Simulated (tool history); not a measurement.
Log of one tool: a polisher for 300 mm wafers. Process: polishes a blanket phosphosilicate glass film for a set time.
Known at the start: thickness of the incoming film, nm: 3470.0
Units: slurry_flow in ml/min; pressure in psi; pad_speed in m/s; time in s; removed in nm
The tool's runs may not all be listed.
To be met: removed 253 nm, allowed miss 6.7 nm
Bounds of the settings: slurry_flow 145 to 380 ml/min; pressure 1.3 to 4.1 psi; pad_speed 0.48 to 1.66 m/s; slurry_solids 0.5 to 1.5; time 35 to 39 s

| run | hour | slurry_flow | pressure | pad_speed | slurry_solids | time | removed |
|---|---|---|---|---|---|---|---|
| 1 | 0 | 245 | 2.7 | 1.06 | 1 | 39 | 304.04 |
| 2 | 6.2 | 240 | 2.6 | 1.06 | 1 | 39 | 294.6 |
| 3 | 8.8 | 240 | 2.6 | 1.06 | 0.9 | 39 | 285.67 |
| 4 | 12.9 | 240 | 2.2 | 1.06 | 0.9 | 39 | 241.29 |
| 5 | 17.9 | 240 | 1.7 | 1.06 | 0.9 | 39 | 186.49 |
| 6 | 24.5 | 240 | 1.9 | 1.06 | 0.9 | 39 | 209.04 |
| 7 | 33.2 | 240 | 2 | 1.06 | 0.9 | 39 | 220.35 |
| 8 | 41.1 | 240 | 2.1 | 1.06 | 0.9 | 39 | 230.66 |
|  | 49.5 | head pressure recalibrated |
| 9 | 49.5 | 240 | 2.2 | 1.06 | 0.9 | 39 | 260.05 |

5 next moves are on the table. One of them brings every result within its allowed miss. Which?
| A | 57.9 | 220 | 2.2 | 1.32 | 0.7 | 39 | ? |
| B | 57.9 | 240 | 2.2 | 1.1 | 1 | 35 | ? |
| C | 57.9 | 225 | 2.7 | 1.08 | 0.6 | 39 | ? |
| D | 57.9 | 220 | 2.4 | 1.02 | 0.9 | 38 | ? |
| E | 57.9 | 145 | 2.5 | 0.96 | 1.1 | 39 | ? |

| move | removed |
|---|---|
| A | 275.47 |
| B | 252.67 |
| C | 266.68 |
| D | 265.71 |
| E | 272.75 |
A: further off than the last run
B: meets every target
C: further off than the last run
D: further off than the last run
E: further off than the last run
The right move is B.
